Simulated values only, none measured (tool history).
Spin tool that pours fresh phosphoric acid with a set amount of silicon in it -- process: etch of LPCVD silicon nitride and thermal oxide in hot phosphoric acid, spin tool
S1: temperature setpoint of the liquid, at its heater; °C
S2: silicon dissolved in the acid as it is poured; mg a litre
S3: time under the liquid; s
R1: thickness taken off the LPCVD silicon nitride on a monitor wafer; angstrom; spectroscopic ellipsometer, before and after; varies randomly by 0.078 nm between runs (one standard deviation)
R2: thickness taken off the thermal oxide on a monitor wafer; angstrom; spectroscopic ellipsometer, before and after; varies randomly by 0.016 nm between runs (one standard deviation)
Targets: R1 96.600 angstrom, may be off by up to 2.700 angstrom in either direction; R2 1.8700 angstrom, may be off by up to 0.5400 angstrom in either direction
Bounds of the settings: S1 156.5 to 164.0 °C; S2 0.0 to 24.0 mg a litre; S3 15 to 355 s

run  hour     S1    S2   S3       R1      R2
  1   0.0  159.0  10.5  180  160.900  4.0691
  2   8.9  159.0  10.5  215  192.060  5.1062
  3  15.9  159.0  10.5  180  159.570  4.1779
  4  20.3  159.0  15.0  180  157.710  3.3235
  5  26.2  159.0  15.0  135  120.000  2.8678
  6  33.8  158.5  16.0  130  112.390  2.5087
  7  37.3  158.0  16.5  130  111.760  2.4697
  8  43.1  157.5  17.5  125  103.560  2.3739
  9  50.0  157.5  19.0  125  105.220  2.2563
 10  55.1  157.5  19.0  125  104.150  2.1416
 11  61.3  156.5  20.0  115   93.477  1.7203

Exactly one of the 4 candidate moves below puts every result within its allowed miss. Which one?
  A  67.5  156.5  21.5  125   ?   ?
  B  67.5  156.5  20.0  125   ?   ?
  C  67.5  159.0  19.0  100   ?   ?
  D  67.5  159.0  21.5  110   ?   ?

move       R1      R2
   A  102.560  1.8896
   B  102.560  1.9742
   C   89.313  1.9589
   D   98.245  2.0052
A: the result that was furthest off in the last run now lies on the other side of its target
B: the result that was furthest off in the last run now lies on the other side of its target
C: its largest miss is bigger than the last run's
D: all results in spec
D meets every target.

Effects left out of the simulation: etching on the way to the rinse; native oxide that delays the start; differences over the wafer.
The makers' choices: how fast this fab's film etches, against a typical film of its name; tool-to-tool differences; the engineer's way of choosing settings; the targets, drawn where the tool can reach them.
